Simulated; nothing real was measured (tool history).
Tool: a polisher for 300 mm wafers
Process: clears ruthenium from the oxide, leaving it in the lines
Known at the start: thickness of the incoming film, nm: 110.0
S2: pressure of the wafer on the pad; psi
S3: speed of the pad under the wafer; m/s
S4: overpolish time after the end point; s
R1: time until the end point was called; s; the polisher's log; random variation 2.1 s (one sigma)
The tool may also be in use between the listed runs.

Run 1, hour 0: flow of slurry (ml/min) 265, S2 2 psi, S3 0.88 m/s, S4 6 s. Result: R1 100.6 s.
Run 2, hour 4.7: flow of slurry (ml/min) 265, S2 2 psi, S3 0.88 m/s, S4 6 s. Result: R1 100.64 s.
Run 3, hour 5.5: flow of slurry (ml/min) 265, S2 2 psi, S3 0.88 m/s, S4 6 s. Result: R1 101.75 s.
Run 4, hour 6.8: flow of slurry (ml/min) 265, S2 2.4 psi, S3 0.88 m/s, S4 6 s. Result: R1 85.837 s.
Run 5, hour 14.6: flow of slurry (ml/min) 265, S2 2.1 psi, S3 0.86 m/s, S4 6 s. Result: R1 99.318 s.
Run 6, hour 18.7: flow of slurry (ml/min) 265, S2 2.3 psi, S3 0.86 m/s, S4 6 s. Result: R1 88.885 s.

Run 7 comes next. What will it give?
Run 7, hour 26.4: flow of slurry (ml/min) 265, S2 1.7 psi, S3 0.82 m/s, S4 6 s. Result: R1 ?.

Run 7 gave R1 126.93 s.
